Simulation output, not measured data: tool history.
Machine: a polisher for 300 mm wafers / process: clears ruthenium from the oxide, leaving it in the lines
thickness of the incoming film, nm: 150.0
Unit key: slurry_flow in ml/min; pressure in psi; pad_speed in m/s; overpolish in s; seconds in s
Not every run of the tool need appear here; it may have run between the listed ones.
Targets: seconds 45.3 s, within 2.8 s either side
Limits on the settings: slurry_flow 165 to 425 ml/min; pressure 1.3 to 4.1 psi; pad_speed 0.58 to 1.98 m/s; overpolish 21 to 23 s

run,hour,slurry_flow,pressure,pad_speed,overpolish,seconds
1,0,275,2.7,1.28,21,65.241
2,2.4,275,2.8,1.28,21,64.238
3,6.4,275,2.8,0.98,21,75.552
4,8.8,275,3,1,21,69.211
5,16.2,305,3,1,21,69.711
6,22,305,3.2,1.02,21,62.93
7,26.4,305,3.3,1.02,21,64.532
8,30.1,305,3.4,1.06,21,59.733
9,37.9,305,3.5,1.08,21,58.171
10,39.9,305,3.6,1.1,21,53.979

Exactly one of the 5 candidate moves below puts every result within its allowed miss. Which one?
A,41.9,215,3,1.58,21,?
B,41.9,365,3.7,1.06,23,?
C,41.9,305,4.1,1.46,21,?
D,41.9,235,4,1.24,21,?
E,41.9,245,3.7,1.2,22,?

move,seconds
A,50.894
B,53.151
C,38.386
D,45.805
E,50.412
A: moves toward the targets from the last run without getting all of them in spec
B: moves toward the targets from the last run without getting all of them in spec
C: the result that was furthest off in the last run now lies on the other side of its target
D: in spec on every target
E: moves toward the targets from the last run without getting all of them in spec
So the answer is move D, the one that meets all the targets.
